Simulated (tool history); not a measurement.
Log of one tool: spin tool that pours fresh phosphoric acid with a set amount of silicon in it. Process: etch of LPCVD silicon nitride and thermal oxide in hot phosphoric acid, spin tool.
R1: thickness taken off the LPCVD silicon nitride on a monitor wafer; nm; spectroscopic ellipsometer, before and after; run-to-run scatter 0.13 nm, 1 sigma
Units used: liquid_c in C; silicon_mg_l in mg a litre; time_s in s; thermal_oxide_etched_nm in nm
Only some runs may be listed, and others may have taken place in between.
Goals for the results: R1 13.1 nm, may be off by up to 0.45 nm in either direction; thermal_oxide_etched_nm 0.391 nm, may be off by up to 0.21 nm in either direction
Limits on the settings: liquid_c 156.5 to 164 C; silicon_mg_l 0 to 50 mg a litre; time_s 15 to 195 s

{"run": 1, "day": 0.0, "liquid_c": 159, "silicon_mg_l": 25, "time_s": 100, "R1": 8.9238, "thermal_oxide_etched_nm": 0.10967}
{"run": 2, "day": 0.333, "liquid_c": 159.5, "silicon_mg_l": 21.5, "time_s": 105, "R1": 9.4439, "thermal_oxide_etched_nm": 0.17058}
{"run": 3, "day": 0.596, "liquid_c": 160, "silicon_mg_l": 21.5, "time_s": 110, "R1": 10.217, "thermal_oxide_etched_nm": 0.14534}
{"run": 4, "day": 0.633, "liquid_c": 160.5, "silicon_mg_l": 18, "time_s": 115, "R1": 11.026, "thermal_oxide_etched_nm": 0.19856}
{"run": 5, "day": 0.683, "liquid_c": 161, "silicon_mg_l": 16, "time_s": 115, "R1": 11.015, "thermal_oxide_etched_nm": 0.19746}
{"run": 6, "day": 1.054, "liquid_c": 161, "silicon_mg_l": 1.5, "time_s": 115, "R1": 11.044, "thermal_oxide_etched_nm": 0.3738}
{"run": 7, "day": 1.1, "liquid_c": 161.5, "silicon_mg_l": 2, "time_s": 115, "R1": 11.356, "thermal_oxide_etched_nm": 0.46636}
{"run": 8, "day": 1.154, "liquid_c": 162, "silicon_mg_l": 3.5, "time_s": 115, "R1": 11.423, "thermal_oxide_etched_nm": 0.21305}
{"run": 9, "day": 1.462, "liquid_c": 162, "silicon_mg_l": 3, "time_s": 120, "R1": 11.853, "thermal_oxide_etched_nm": 0.43184}
{"run": 10, "day": 1.796, "liquid_c": 162, "silicon_mg_l": 4, "time_s": 120, "R1": 11.943, "thermal_oxide_etched_nm": 0.34295}
{"run": 11, "day": 2.112, "liquid_c": 162, "silicon_mg_l": 3.5, "time_s": 120, "R1": 11.772, "thermal_oxide_etched_nm": 0.45764}

Consider the 4 candidate settings below. Which is the only one whose results all fall within their allowed miss of target?
{"run": "A", "day": 2.429, "liquid_c": 161.5, "silicon_mg_l": 10, "time_s": 135, "R1": "?", "thermal_oxide_etched_nm": "?"}
{"run": "B", "day": 2.429, "liquid_c": 163, "silicon_mg_l": 2, "time_s": 105, "R1": "?", "thermal_oxide_etched_nm": "?"}
{"run": "C", "day": 2.429, "liquid_c": 161.5, "silicon_mg_l": 26, "time_s": 125, "R1": "?", "thermal_oxide_etched_nm": "?"}
{"run": "D", "day": 2.429, "liquid_c": 163, "silicon_mg_l": 0, "time_s": 110, "R1": "?", "thermal_oxide_etched_nm": "?"}

move=A R1=13.138 thermal_oxide_etched_nm=0.2739
move=B R1=10.741 thermal_oxide_etched_nm=0.28009
move=C R1=12.165 thermal_oxide_etched_nm=0.16344
move=D R1=11.252 thermal_oxide_etched_nm=0.3045
A: all results land within tolerance of their targets
B: its largest miss is bigger than the last run's
C: closes in on the targets versus the last run, not all within tolerance yet
D: its largest miss is bigger than the last run's
Move A is the one to make.
